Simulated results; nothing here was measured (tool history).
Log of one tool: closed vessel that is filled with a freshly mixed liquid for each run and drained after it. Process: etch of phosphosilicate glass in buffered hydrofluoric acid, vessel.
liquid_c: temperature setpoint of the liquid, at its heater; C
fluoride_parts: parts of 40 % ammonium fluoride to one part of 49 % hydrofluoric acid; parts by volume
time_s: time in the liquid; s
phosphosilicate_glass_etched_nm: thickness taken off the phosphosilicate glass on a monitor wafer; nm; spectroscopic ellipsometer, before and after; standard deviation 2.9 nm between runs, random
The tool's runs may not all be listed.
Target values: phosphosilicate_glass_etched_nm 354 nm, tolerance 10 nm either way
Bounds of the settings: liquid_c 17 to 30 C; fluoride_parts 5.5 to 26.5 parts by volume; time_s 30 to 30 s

| run | day | liquid_c | fluoride_parts | time_s | phosphosilicate_glass_etched_nm |
|---|---|---|---|---|---|
| 1 | 0 | 22 | 16 | 30 | 151.05 |
| 2 | 0.25 | 23.5 | 15 | 30 | 173.41 |
| 3 | 0.558 | 21 | 15 | 30 | 149.53 |
| 4 | 0.596 | 21 | 18.5 | 30 | 123.22 |
| 5 | 0.658 | 21 | 18.5 | 30 | 123.52 |
| 6 | 0.875 | 21 | 18.5 | 30 | 122.52 |
| 7 | 0.929 | 22.5 | 17 | 30 | 146.71 |
| 8 | 0.988 | 24 | 15.5 | 30 | 174.49 |
| 9 | 1.192 | 25 | 14.5 | 30 | 194.25 |
| 10 | 1.538 | 26 | 13.5 | 30 | 224.19 |
| 11 | 1.808 | 30 | 10 | 30 | 364.86 |
| 12 | 1.842 | 30 | 10 | 30 | 364.97 |

Next run, 5 choices. One meets every target within its allowed miss, the rest don't. Which?
| A | 1.875 | 27 | 8.5 | 30 | ? |
| B | 1.875 | 29.5 | 9 | 30 | ? |
| C | 1.875 | 27 | 8 | 30 | ? |
| D | 1.875 | 30 | 9.5 | 30 | ? |
| E | 1.875 | 28.5 | 8.5 | 30 | ? |

| move | phosphosilicate_glass_etched_nm |
|---|---|
| A | 358.56 |
| B | 384.75 |
| C | 382.9 |
| D | 381.82 |
| E | 388.33 |
A: meets every target
B: the biggest miss grows against the last run
C: the biggest miss grows against the last run
D: the biggest miss grows against the last run
E: the biggest miss grows against the last run
A is the move that brings every result within its allowed miss.
